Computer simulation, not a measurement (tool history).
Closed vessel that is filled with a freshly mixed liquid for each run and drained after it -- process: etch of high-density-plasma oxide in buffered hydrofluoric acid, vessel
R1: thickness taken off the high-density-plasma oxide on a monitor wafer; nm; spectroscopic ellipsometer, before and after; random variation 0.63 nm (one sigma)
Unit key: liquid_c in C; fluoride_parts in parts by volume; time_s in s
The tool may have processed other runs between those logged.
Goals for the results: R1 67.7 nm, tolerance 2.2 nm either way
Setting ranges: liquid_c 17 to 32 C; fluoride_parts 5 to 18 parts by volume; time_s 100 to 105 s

Run 1, hour 0: liquid_c 24 C, fluoride_parts 11 parts by volume, time_s 100 s. Result: R1 112.81 nm.
Run 2, hour 7.2: liquid_c 26 C, fluoride_parts 11 parts by volume, time_s 100 s. Result: R1 125.07 nm.
Run 3, hour 11.4: liquid_c 25 C, fluoride_parts 11.5 parts by volume, time_s 100 s. Result: R1 113.4 nm.
Run 4, hour 12: liquid_c 24 C, fluoride_parts 11.5 parts by volume, time_s 100 s. Result: R1 108.8 nm.
Run 5, hour 14.7: liquid_c 24 C, fluoride_parts 14 parts by volume, time_s 100 s. Result: R1 87.286 nm.
Run 6, hour 21.6: liquid_c 24 C, fluoride_parts 12.5 parts by volume, time_s 100 s. Result: R1 98.761 nm.
Run 7, hour 29.6: liquid_c 23 C, fluoride_parts 12.5 parts by volume, time_s 100 s. Result: R1 93.127 nm.
Run 8, hour 33: liquid_c 22.5 C, fluoride_parts 12.5 parts by volume, time_s 100 s. Result: R1 92.104 nm.
Run 9, hour 40.6: liquid_c 22 C, fluoride_parts 12.5 parts by volume, time_s 100 s. Result: R1 90.884 nm.
Run 10, hour 45.6: liquid_c 21.5 C, fluoride_parts 12.5 parts by volume, time_s 100 s. Result: R1 87.609 nm.
Run 11, hour 50.4: liquid_c 21 C, fluoride_parts 12.5 parts by volume, time_s 100 s. Result: R1 85.686 nm.
Run 12, hour 58.8: liquid_c 20.5 C, fluoride_parts 12.5 parts by volume, time_s 100 s. Result: R1 80.64 nm.
Run 13, hour 59.3: liquid_c 20 C, fluoride_parts 12.5 parts by volume, time_s 100 s. Result: R1 79.764 nm.
Run 14, hour 61.4: liquid_c 17 C, fluoride_parts 13 parts by volume, time_s 100 s. Result: R1 65.269 nm.

Which of these 4 next moves meets every target?
Run A, hour 63.5: liquid_c 17.5 C, fluoride_parts 13.5 parts by volume, time_s 105 s. Result: R1 ?.
Run B, hour 63.5: liquid_c 18 C, fluoride_parts 14.5 parts by volume, time_s 100 s. Result: R1 ?.
Run C, hour 63.5: liquid_c 17 C, fluoride_parts 14 parts by volume, time_s 105 s. Result: R1 ?.
Run D, hour 63.5: liquid_c 19 C, fluoride_parts 13 parts by volume, time_s 100 s. Result: R1 ?.

move      R1
   A  67.039
   B  61.235
   C  62.866
   D  72.136
A: all results land within tolerance of their targets
B: lands further from the targets than the last run did
C: lands further from the targets than the last run did
D: takes the biggest miss from the last run beyond its target
The move that meets every target is A.

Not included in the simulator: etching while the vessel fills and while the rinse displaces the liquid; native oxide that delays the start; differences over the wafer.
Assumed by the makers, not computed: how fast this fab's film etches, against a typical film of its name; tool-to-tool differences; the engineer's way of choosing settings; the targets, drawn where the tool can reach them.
